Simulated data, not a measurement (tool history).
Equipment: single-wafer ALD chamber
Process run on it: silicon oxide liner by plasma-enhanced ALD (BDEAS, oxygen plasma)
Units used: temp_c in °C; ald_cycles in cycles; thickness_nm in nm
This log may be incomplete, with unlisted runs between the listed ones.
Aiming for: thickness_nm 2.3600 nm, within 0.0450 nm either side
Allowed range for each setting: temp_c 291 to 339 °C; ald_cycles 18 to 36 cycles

{"run": 1, "hour": 0.0, "temp_c": 315, "ald_cycles": 27, "thickness_nm": 2.5878}
{"run": 2, "hour": 5.3, "temp_c": 315, "ald_cycles": 30, "thickness_nm": 2.8917}
{"run": 3, "hour": 8.0, "temp_c": 315, "ald_cycles": 27, "thickness_nm": 2.5742}
{"run": 4, "hour": 9.4, "temp_c": 315, "ald_cycles": 30, "thickness_nm": 2.879}
{"run": 5, "hour": 15.5, "temp_c": 315, "ald_cycles": 29, "thickness_nm": 2.7941}
{"run": 6, "hour": 19.8, "temp_c": 324, "ald_cycles": 29, "thickness_nm": 2.7558}
{"run": 7, "hour": 22.2, "temp_c": 324, "ald_cycles": 28, "thickness_nm": 2.6603}
{"run": 8, "hour": 30.9, "temp_c": 324, "ald_cycles": 26, "thickness_nm": 2.4871}
{"run": 9, "hour": 37.1, "temp_c": 325, "ald_cycles": 24, "thickness_nm": 2.2815}

Which single option among these 5 for the next run brings every result within its allowed miss of target? Just one does.
{"run": "A", "hour": 43.3, "temp_c": 325, "ald_cycles": 26, "thickness_nm": "?"}
{"run": "B", "hour": 43.3, "temp_c": 327, "ald_cycles": 25, "thickness_nm": "?"}
{"run": "C", "hour": 43.3, "temp_c": 324, "ald_cycles": 24, "thickness_nm": "?"}
{"run": "D", "hour": 43.3, "temp_c": 326, "ald_cycles": 26, "thickness_nm": "?"}
{"run": "E", "hour": 43.3, "temp_c": 320, "ald_cycles": 23, "thickness_nm": "?"}

move=A thickness_nm=2.4588
move=B thickness_nm=2.3579
move=C thickness_nm=2.2727
move=D thickness_nm=2.4555
move=E thickness_nm=2.1895
A: pushes the last run's worst result past its target
B: hits every target within its allowed miss
C: moves away from the targets compared with the last run
D: pushes the last run's worst result past its target
E: moves away from the targets compared with the last run
Go with B: it meets all targets.
